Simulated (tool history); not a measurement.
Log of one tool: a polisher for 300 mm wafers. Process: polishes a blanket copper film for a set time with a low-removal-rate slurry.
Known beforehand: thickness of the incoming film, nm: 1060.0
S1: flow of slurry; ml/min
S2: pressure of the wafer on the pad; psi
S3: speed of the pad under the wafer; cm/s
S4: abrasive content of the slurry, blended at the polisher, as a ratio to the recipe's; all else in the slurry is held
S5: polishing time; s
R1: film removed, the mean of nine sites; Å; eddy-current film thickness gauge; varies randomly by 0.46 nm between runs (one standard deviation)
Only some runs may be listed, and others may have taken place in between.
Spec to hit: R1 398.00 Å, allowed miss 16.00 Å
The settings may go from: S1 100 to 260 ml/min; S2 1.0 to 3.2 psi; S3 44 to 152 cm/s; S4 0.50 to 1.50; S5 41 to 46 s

run  hour   S1   S2  S3    S4  S5      R1
  1   0.0  165  2.1  98  1.00  46  816.49
  2   8.6  200  2.1  98  1.00  46  848.80
  3  17.2  195  1.9  94  1.00  46  743.51
  4  26.1  190  1.7  90  1.00  46  654.92
  5  27.0  185  1.6  86  1.00  46  566.18
  6  33.6  145  1.6  86  1.00  46  544.08
  7  37.4  140  1.5  86  1.00  46  520.38
  8  45.2  140  1.4  86  1.00  46  488.35
  9  53.2  135  1.3  86  1.00  46  439.27
 10  59.0  130  1.3  86  1.00  46  435.64
 11  64.9  125  1.3  86  1.00  46  438.44

Which single option among these 5 for the next run brings every result within its allowed miss of target? Just one does.
  A  70.8  110  1.6  62  1.20  46   ?
  B  70.8  105  1.5  90  1.10  45   ?
  C  70.8  100  1.5  90  1.30  41   ?
  D  70.8  135  1.1  82  1.25  44   ?
  E  70.8  180  1.7  60  1.05  45   ?

move      R1
   A  390.11
   B  497.78
   C  462.00
   D  361.98
   E  423.80
A: hits every target within its allowed miss
B: the biggest miss grows against the last run
C: the biggest miss grows against the last run
D: takes the result that was furthest off past its target
E: closes in on the targets versus the last run, not all within tolerance yet
Correct choice: A, which meets every target
